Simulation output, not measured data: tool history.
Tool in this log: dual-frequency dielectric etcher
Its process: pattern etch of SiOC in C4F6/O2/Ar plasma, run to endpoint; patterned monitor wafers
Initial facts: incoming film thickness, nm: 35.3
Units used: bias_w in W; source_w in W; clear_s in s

run  hour  bias_w  source_w  clear_s
  1   0.0     569       310   13.100
  2   2.0     569       290   13.352
  3  10.0     606       290   12.935
  4  14.5     633       290   12.727
  5  20.0     658       290   12.604
  6  23.9     618       290   12.980
  7  24.5     645       300   12.634
  8  27.2     669       310   12.323

Predict the results of run 9:
  9  30.2     688       320        ?

Run 9 gave clear_s 12.073 s.
